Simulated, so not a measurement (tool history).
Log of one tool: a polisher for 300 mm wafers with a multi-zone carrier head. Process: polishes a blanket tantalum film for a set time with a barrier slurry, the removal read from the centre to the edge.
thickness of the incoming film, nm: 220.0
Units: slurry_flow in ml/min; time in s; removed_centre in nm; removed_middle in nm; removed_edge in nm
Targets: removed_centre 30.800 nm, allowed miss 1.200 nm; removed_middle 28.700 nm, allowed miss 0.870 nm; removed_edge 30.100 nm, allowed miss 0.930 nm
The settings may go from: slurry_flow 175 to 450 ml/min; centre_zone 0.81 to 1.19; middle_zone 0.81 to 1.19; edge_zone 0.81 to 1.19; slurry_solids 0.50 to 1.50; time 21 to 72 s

Run 1, hour 0.0: slurry_flow 290 ml/min, centre_zone 1.00, middle_zone 1.00, edge_zone 1.00, slurry_solids 1.00, time 46 s. Result: removed_centre 58.233 nm, removed_middle 55.625 nm, removed_edge 56.026 nm.
Run 2, hour 1.8: slurry_flow 290 ml/min, centre_zone 1.00, middle_zone 0.94, edge_zone 1.00, slurry_solids 1.00, time 46 s. Result: removed_centre 58.223 nm, removed_middle 52.100 nm, removed_edge 55.198 nm.
Run 3, hour 9.1: slurry_flow 285 ml/min, centre_zone 0.96, middle_zone 0.91, edge_zone 0.95, slurry_solids 0.85, time 41 s. Result: removed_centre 47.855 nm, removed_middle 43.632 nm, removed_edge 46.934 nm.
Run 4, hour 12.3: slurry_flow 245 ml/min, centre_zone 0.96, middle_zone 0.91, edge_zone 0.95, slurry_solids 0.85, time 41 s. Result: removed_centre 46.229 nm, removed_middle 43.577 nm, removed_edge 46.293 nm.
Run 5, hour 16.4: slurry_flow 245 ml/min, centre_zone 0.96, middle_zone 0.90, edge_zone 0.92, slurry_solids 0.75, time 37 s. Result: removed_centre 40.658 nm, removed_middle 38.109 nm, removed_edge 40.121 nm.
Run 6, hour 25.1: slurry_flow 245 ml/min, centre_zone 0.96, middle_zone 0.89, edge_zone 0.90, slurry_solids 0.65, time 35 s. Result: removed_centre 36.644 nm, removed_middle 34.410 nm, removed_edge 36.517 nm.
Run 7, hour 30.9: slurry_flow 240 ml/min, centre_zone 0.96, middle_zone 0.88, edge_zone 0.88, slurry_solids 0.60, time 34 s. Result: removed_centre 36.321 nm, removed_middle 32.690 nm, removed_edge 34.327 nm.
Run 8, hour 35.7: slurry_flow 235 ml/min, centre_zone 0.94, middle_zone 0.87, edge_zone 0.86, slurry_solids 0.55, time 33 s. Result: removed_centre 33.042 nm, removed_middle 30.120 nm, removed_edge 31.999 nm.

4 next moves are on the table. One of them brings every result within its allowed miss. Which?
Run A, hour 40.5: slurry_flow 210 ml/min, centre_zone 0.90, middle_zone 0.84, edge_zone 0.95, slurry_solids 0.55, time 33 s. Result: removed_centre ?, removed_middle ?, removed_edge ?.
Run B, hour 40.5: slurry_flow 325 ml/min, centre_zone 0.83, middle_zone 0.85, edge_zone 0.82, slurry_solids 0.50, time 31 s. Result: removed_centre ?, removed_middle ?, removed_edge ?.
Run C, hour 40.5: slurry_flow 235 ml/min, centre_zone 0.97, middle_zone 0.92, edge_zone 0.93, slurry_solids 0.50, time 30 s. Result: removed_centre ?, removed_middle ?, removed_edge ?.
Run D, hour 40.5: slurry_flow 255 ml/min, centre_zone 0.99, middle_zone 0.82, edge_zone 0.91, slurry_solids 0.55, time 33 s. Result: removed_centre ?, removed_middle ?, removed_edge ?.

move  removed_centre  removed_middle  removed_edge
   A          31.783          29.010        33.401
   B          28.660          28.497        29.961
   C          31.129          28.321        29.794
   D          36.098          29.241        33.441
A: further off than the last run
B: brings the result that was furthest off to its target, and leaves another outside
C: meets every target
D: further off than the last run
The right move is C.
